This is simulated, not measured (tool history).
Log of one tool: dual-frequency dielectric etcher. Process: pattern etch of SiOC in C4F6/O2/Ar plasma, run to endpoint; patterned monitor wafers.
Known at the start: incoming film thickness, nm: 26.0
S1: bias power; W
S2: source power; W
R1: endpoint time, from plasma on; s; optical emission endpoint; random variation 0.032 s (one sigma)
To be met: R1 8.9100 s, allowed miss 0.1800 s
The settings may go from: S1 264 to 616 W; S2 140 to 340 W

{"run": 1, "day": 0.0, "S1": 440, "S2": 240, "R1": 10.844}
{"run": 2, "day": 0.3, "S1": 471, "S2": 240, "R1": 10.553}
{"run": 3, "day": 0.412, "S1": 471, "S2": 210, "R1": 11.229}
{"run": 4, "day": 0.629, "S1": 539, "S2": 210, "R1": 10.568}
{"run": 5, "day": 0.996, "S1": 557, "S2": 220, "R1": 10.153}
{"run": 6, "day": 1.175, "S1": 557, "S2": 200, "R1": 10.67}
{"run": 7, "day": 1.221, "S1": 571, "S2": 210, "R1": 10.332}
{"run": 8, "day": 1.467, "S1": 582, "S2": 220, "R1": 9.9988}
{"run": 9, "day": 1.638, "S1": 590, "S2": 230, "R1": 9.6479}
{"run": 10, "day": 1.771, "S1": 596, "S2": 240, "R1": 9.4108}
{"run": 11, "day": 2.117, "S1": 601, "S2": 240, "R1": 9.4184}
{"run": 12, "day": 2.408, "S1": 605, "S2": 240, "R1": 9.3752}
{"run": 13, "day": 2.646, "S1": 608, "S2": 240, "R1": 9.3657}
{"day": 2.975, "done": "source power generator calibrated"}
{"run": 14, "day": 2.975, "S1": 610, "S2": 240, "R1": 9.51}
{"run": 15, "day": 3.012, "S1": 611, "S2": 250, "R1": 9.2462}

Which of these 5 next moves meets every target?
{"run": "A", "day": 3.05, "S1": 607, "S2": 270, "R1": "?"}
{"run": "B", "day": 3.05, "S1": 532, "S2": 260, "R1": "?"}
{"run": "C", "day": 3.05, "S1": 555, "S2": 230, "R1": "?"}
{"run": "D", "day": 3.05, "S1": 595, "S2": 250, "R1": "?"}
{"run": "E", "day": 3.05, "S1": 557, "S2": 250, "R1": "?"}

move=A R1=8.9669
move=B R1=9.6915
move=C R1=10.1000
move=D R1=9.3896
move=E R1=9.6747
A: meets every target
B: further off than the last run
C: further off than the last run
D: further off than the last run
E: further off than the last run
Answer: A
